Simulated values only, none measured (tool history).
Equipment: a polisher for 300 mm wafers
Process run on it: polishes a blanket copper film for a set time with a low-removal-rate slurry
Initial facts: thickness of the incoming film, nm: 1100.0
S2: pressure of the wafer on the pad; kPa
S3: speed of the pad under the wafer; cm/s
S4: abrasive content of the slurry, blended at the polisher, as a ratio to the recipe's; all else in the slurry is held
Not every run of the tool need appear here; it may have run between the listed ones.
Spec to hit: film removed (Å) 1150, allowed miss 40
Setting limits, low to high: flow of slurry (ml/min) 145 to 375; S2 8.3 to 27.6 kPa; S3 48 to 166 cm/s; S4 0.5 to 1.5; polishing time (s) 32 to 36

Run 1, day 0: flow of slurry (ml/min) 240, S2 17.9 kPa, S3 106 cm/s, S4 1, polishing time (s) 36. Result: film removed (Å) 906.9.
Run 2, day 0.229: flow of slurry (ml/min) 240, S2 18.6 kPa, S3 106 cm/s, S4 1, polishing time (s) 36. Result: film removed (Å) 941.33.
Run 3, day 0.446: flow of slurry (ml/min) 240, S2 19.3 kPa, S3 106 cm/s, S4 1, polishing time (s) 36. Result: film removed (Å) 960.2.
Run 4, day 0.717: flow of slurry (ml/min) 240, S2 19.3 kPa, S3 106 cm/s, S4 1.1, polishing time (s) 36. Result: film removed (Å) 978.86.
Run 5, day 0.875: flow of slurry (ml/min) 300, S2 19.3 kPa, S3 106 cm/s, S4 1.1, polishing time (s) 36. Result: film removed (Å) 985.63.
Run 6, day 1.175: flow of slurry (ml/min) 300, S2 20 kPa, S3 106 cm/s, S4 1.1, polishing time (s) 36. Result: film removed (Å) 1024.7.
Run 7, day 1.483: flow of slurry (ml/min) 300, S2 20.7 kPa, S3 106 cm/s, S4 1.1, polishing time (s) 36. Result: film removed (Å) 1062.7.
Run 8, day 1.529: flow of slurry (ml/min) 300, S2 21.4 kPa, S3 106 cm/s, S4 1.1, polishing time (s) 36. Result: film removed (Å) 1066.1.
Run 9, day 1.679: flow of slurry (ml/min) 300, S2 22.1 kPa, S3 106 cm/s, S4 1.1, polishing time (s) 36. Result: film removed (Å) 1094.1.

5 candidate next runs follow, results not yet known. Just one meets every target within its allowed miss. Identify it.
Run A, day 1.829: flow of slurry (ml/min) 300, S2 27.6 kPa, S3 104 cm/s, S4 1, polishing time (s) 36. Result: film removed (Å) ?.
Run B, day 1.829: flow of slurry (ml/min) 310, S2 26.2 kPa, S3 116 cm/s, S4 1.1, polishing time (s) 32. Result: film removed (Å) ?.
Run C, day 1.829: flow of slurry (ml/min) 290, S2 20.7 kPa, S3 130 cm/s, S4 1.15, polishing time (s) 36. Result: film removed (Å) ?.
Run D, day 1.829: flow of slurry (ml/min) 255, S2 25.5 kPa, S3 102 cm/s, S4 1.2, polishing time (s) 34. Result: film removed (Å) ?.
Run E, day 1.829: flow of slurry (ml/min) 285, S2 25.5 kPa, S3 108 cm/s, S4 1.05, polishing time (s) 36. Result: film removed (Å) ?.

move  film removed (Å)
   A            1284.4
   B            1240.5
   C            1286.5
   D            1133.5
   E            1252.5
A: pushes the last run's worst result past its target
B: pushes the last run's worst result past its target
C: pushes the last run's worst result past its target
D: every result within its allowed miss
E: pushes the last run's worst result past its target
Correct choice: D, which meets every target

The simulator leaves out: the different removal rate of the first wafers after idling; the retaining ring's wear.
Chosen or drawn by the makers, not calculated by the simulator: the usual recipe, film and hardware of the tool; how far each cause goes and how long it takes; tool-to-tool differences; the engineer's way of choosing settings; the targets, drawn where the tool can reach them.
